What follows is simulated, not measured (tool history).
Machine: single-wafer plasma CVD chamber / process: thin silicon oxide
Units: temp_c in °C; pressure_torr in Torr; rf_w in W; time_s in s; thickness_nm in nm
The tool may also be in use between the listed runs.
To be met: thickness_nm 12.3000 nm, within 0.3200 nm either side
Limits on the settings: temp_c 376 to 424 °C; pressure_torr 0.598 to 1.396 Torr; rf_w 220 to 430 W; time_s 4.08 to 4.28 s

{"run": 1, "hour": 0.0, "temp_c": 400, "pressure_torr": 0.997, "rf_w": 325, "time_s": 4.28, "thickness_nm": 10.31}
{"run": 2, "hour": 6.9, "temp_c": 400, "pressure_torr": 0.997, "rf_w": 295, "time_s": 4.28, "thickness_nm": 9.8391}
{"run": 3, "hour": 12.6, "temp_c": 400, "pressure_torr": 1.136, "rf_w": 295, "time_s": 4.28, "thickness_nm": 11.192}
{"run": 4, "hour": 18.5, "temp_c": 400, "pressure_torr": 1.17, "rf_w": 295, "time_s": 4.28, "thickness_nm": 11.395}
{"run": 5, "hour": 27.5, "temp_c": 400, "pressure_torr": 1.066, "rf_w": 295, "time_s": 4.28, "thickness_nm": 10.514}
{"run": 6, "hour": 34.2, "temp_c": 400, "pressure_torr": 1.066, "rf_w": 250, "time_s": 4.28, "thickness_nm": 9.7046}
{"run": 7, "hour": 41.1, "temp_c": 400, "pressure_torr": 1.265, "rf_w": 265, "time_s": 4.28, "thickness_nm": 11.214}
{"run": 8, "hour": 44.6, "temp_c": 400, "pressure_torr": 1.265, "rf_w": 265, "time_s": 4.28, "thickness_nm": 11.168}
{"run": 9, "hour": 51.3, "temp_c": 400, "pressure_torr": 1.306, "rf_w": 270, "time_s": 4.28, "thickness_nm": 11.565}
{"run": 10, "hour": 56.1, "temp_c": 400, "pressure_torr": 1.334, "rf_w": 270, "time_s": 4.28, "thickness_nm": 11.642}
{"run": 11, "hour": 57.3, "temp_c": 400, "pressure_torr": 1.354, "rf_w": 275, "time_s": 4.28, "thickness_nm": 11.827}

4 next moves are on the table. One of them brings every result within its allowed miss. Which?
{"run": "A", "hour": 58.5, "temp_c": 397, "pressure_torr": 1.37, "rf_w": 325, "time_s": 4.11, "thickness_nm": "?"}
{"run": "B", "hour": 58.5, "temp_c": 405, "pressure_torr": 1.308, "rf_w": 295, "time_s": 4.13, "thickness_nm": "?"}
{"run": "C", "hour": 58.5, "temp_c": 399, "pressure_torr": 1.293, "rf_w": 290, "time_s": 4.08, "thickness_nm": "?"}
{"run": "D", "hour": 58.5, "temp_c": 391, "pressure_torr": 1.35, "rf_w": 260, "time_s": 4.28, "thickness_nm": "?"}

move=A thickness_nm=12.3070
move=B thickness_nm=11.5540
move=C thickness_nm=11.2980
move=D thickness_nm=11.5540
A: all results land within tolerance of their targets
B: lands further from the targets than the last run did
C: lands further from the targets than the last run did
D: lands further from the targets than the last run did
Go with A: it meets all targets.
